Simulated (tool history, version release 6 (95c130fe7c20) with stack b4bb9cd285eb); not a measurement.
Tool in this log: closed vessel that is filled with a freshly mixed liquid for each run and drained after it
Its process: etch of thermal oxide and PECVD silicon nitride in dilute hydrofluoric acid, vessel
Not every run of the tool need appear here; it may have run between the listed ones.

| run | day | temperature setpoint of the liquid (C) | parts of water to one part of 49 % hydrofluoric acid (parts by volume) | time in the liquid (s) | thickness taken off the thermal oxide on a monitor wafer (Å) | thickness taken off the PECVD silicon nitride on a monitor wafer (Å) |
|---|---|---|---|---|---|---|
| 1 | 0.000 | 21.0 | 45 | 255 | 266.54 | 225.07 |
| 2 | 0.121 | 21.0 | 50 | 240 | 221.55 | 188.88 |
| 3 | 0.379 | 21.0 | 50 | 165 | 155.82 | 131.15 |
| 4 | 0.517 | 21.0 | 40 | 165 | 197.18 | 159.75 |
| 5 | 0.858 | 20.5 | 45 | 165 | 170.75 | 138.50 |
| 6 | 1.033 | 20.5 | 50 | 170 | 157.92 | 129.28 |
| 7 | 1.262 | 20.5 | 55 | 170 | 141.62 | 118.28 |

Forecast run 8:
| 8 | 1.342 | 20.5 | 60 | 170 | ? | ? |

{"run 8": {"thickness taken off the thermal oxide on a monitor wafer (Å)": 129.16, "thickness taken off the PECVD silicon nitride on a monitor wafer (Å)": 108.09}}

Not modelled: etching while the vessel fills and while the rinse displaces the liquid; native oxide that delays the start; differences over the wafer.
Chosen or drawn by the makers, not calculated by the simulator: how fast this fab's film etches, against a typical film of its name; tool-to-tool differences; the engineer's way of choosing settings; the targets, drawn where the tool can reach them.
